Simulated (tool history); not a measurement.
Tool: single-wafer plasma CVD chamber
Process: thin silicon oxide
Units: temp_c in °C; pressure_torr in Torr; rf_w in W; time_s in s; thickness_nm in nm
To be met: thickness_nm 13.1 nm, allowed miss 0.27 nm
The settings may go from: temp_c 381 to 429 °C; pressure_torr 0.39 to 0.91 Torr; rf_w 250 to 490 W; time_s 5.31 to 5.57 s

run    day  temp_c  pressure_torr  rf_w  time_s  thickness_nm
  1      0     405           0.65   370    5.57        9.8356
  2  0.271     405           0.67   370    5.57        10.123
  3   0.55     412           0.67   370    5.57        10.086
  4  0.825     412           0.67   370    5.31        9.6255
  5  1.142     412          0.692   370    5.31        9.9036
  6  1.421     412          0.714   370    5.31        10.141
  7  1.529     412          0.737   370    5.31        10.424
  8  1.746     412          0.757   370    5.31        10.739
     1.871  -- thermocouple changed; heater temperature recalibrated
  9  1.871     412          0.887   375    5.32        12.429
 10  2.121     412           0.89   375    5.33        12.612
 11    2.4     412          0.892   375    5.33        12.546

5 next moves are on the table. One of them brings every result within its allowed miss. Which?
  A  2.679     413          0.845   365    5.31             ?
  B  2.679     414          0.893   375    5.31             ?
  C  2.679     415          0.835   405    5.31             ?
  D  2.679     411          0.862   355    5.31             ?
  E  2.679     403          0.896   365    5.57             ?

move  thickness_nm
   A        11.774
   B        12.397
   C        12.051
   D         11.86
   E        13.002
A: further off than the last run
B: further off than the last run
C: further off than the last run
D: further off than the last run
E: meets every target
The right move is E.
